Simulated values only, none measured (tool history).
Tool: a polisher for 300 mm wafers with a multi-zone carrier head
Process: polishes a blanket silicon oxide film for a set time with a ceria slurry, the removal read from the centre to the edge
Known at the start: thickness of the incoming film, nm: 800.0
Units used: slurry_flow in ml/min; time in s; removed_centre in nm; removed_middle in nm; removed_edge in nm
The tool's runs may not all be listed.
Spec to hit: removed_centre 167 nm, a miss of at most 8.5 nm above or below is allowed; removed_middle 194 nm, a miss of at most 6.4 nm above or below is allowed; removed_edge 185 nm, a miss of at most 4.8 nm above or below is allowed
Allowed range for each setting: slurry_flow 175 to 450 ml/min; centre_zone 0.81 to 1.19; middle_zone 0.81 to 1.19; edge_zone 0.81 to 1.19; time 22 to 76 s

| run | day | slurry_flow | centre_zone | middle_zone | edge_zone | time | removed_centre | removed_middle | removed_edge |
|---|---|---|---|---|---|---|---|---|---|
| 1 | 0 | 290 | 1 | 1 | 1 | 49 | 244.05 | 249 | 248.61 |
| 2 | 0.229 | 290 | 1 | 1 | 1 | 55 | 273.55 | 276.77 | 276.36 |
| 3 | 0.271 | 290 | 1 | 1.04 | 1 | 55 | 281.53 | 283.41 | 279.49 |
| 4 | 0.35 | 285 | 0.96 | 1.01 | 0.96 | 49 | 234.9 | 249.51 | 243.19 |
| 5 | 0.412 | 285 | 0.93 | 1.01 | 0.96 | 49 | 221.6 | 251.48 | 239.43 |
| 6 | 0.738 | 280 | 0.92 | 0.98 | 0.93 | 46 | 213.26 | 228.27 | 224.67 |
| 7 | 0.971 | 265 | 0.83 | 1.01 | 0.88 | 35 | 141.19 | 175.92 | 166.19 |
| 8 | 1.279 | 265 | 0.83 | 1.01 | 0.88 | 35 | 138.76 | 174.87 | 165.06 |
| 9 | 1.571 | 285 | 0.86 | 1.02 | 0.91 | 35 | 150.05 | 180.5 | 169.11 |
| 10 | 1.942 | 305 | 0.87 | 1.02 | 0.94 | 35 | 153.68 | 181.68 | 173.09 |
| 11 | 2.225 | 320 | 0.88 | 1.03 | 0.96 | 35 | 153.88 | 181.79 | 172.98 |
| 12 | 2.258 | 320 | 0.88 | 1.03 | 0.96 | 35 | 155.55 | 184.25 | 175.85 |
| 13 | 2.579 | 335 | 0.89 | 1.04 | 0.97 | 35 | 155.18 | 185.28 | 174.25 |

Which one of the following 5 next-run settings gets every result inside its allowed miss? There is exactly one.
| A | 2.9 | 330 | 0.92 | 1.06 | 1 | 36 | ? | ? | ? |
| B | 2.9 | 400 | 0.93 | 1.05 | 0.94 | 39 | ? | ? | ? |
| C | 2.9 | 345 | 0.96 | 1.07 | 1.03 | 39 | ? | ? | ? |
| D | 2.9 | 325 | 0.98 | 1.04 | 0.96 | 37 | ? | ? | ? |
| E | 2.9 | 375 | 0.89 | 1.15 | 0.95 | 37 | ? | ? | ? |

| move | removed_centre | removed_middle | removed_edge |
|---|---|---|---|
| A | 166.05 | 192.49 | 185.33 |
| B | 185.16 | 210.45 | 197.46 |
| C | 188.64 | 210.87 | 204.3 |
| D | 181.57 | 194.61 | 186.63 |
| E | 167.21 | 213.3 | 187.29 |
A: all results land within tolerance of their targets
B: takes the biggest miss from the last run beyond its target
C: takes the biggest miss from the last run beyond its target
D: the worst result of the last run now meets its target, but another is out of spec
E: the worst result of the last run now meets its target, but another is out of spec
The right move is A.

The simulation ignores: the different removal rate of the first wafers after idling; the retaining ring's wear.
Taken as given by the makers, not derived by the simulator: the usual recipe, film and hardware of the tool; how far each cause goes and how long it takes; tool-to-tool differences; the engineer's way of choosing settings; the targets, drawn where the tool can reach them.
